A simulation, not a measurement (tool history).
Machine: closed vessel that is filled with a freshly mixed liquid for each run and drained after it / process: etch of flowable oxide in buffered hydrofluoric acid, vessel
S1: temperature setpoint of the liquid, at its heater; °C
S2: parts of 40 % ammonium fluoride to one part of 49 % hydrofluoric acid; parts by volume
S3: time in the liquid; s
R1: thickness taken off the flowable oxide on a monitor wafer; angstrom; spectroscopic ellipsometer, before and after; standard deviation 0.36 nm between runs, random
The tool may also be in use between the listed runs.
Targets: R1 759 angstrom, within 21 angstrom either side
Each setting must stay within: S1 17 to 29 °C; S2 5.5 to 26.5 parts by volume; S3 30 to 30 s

run,hour,S1,S2,S3,R1
1,0,21,16,30,611.22
2,7.3,21,11.5,30,846.92
3,13.8,20.5,11.5,30,835.82
4,18.2,20,11.5,30,805.35
5,19.7,20,11.5,30,806.24
6,28,20,7.5,30,1196.8
7,33.8,19,8.5,30,988.14
8,41.1,18.5,9,30,900.49
9,43.7,18,9,30,878.25
10,50,17.5,9.5,30,822.48

Pick the move, out of 4, that brings all results within their allowed miss; only one does.
A,56.3,17,8,30,?
B,56.3,18,8.5,30,?
C,56.3,18,11,30,?
D,56.3,17,8.5,30,?

move,R1
A,948.34
B,939.59
C,753.02
D,887.98
A: its largest miss is bigger than the last run's
B: its largest miss is bigger than the last run's
C: meets every target
D: its largest miss is bigger than the last run's
Correct choice: C, which meets every target
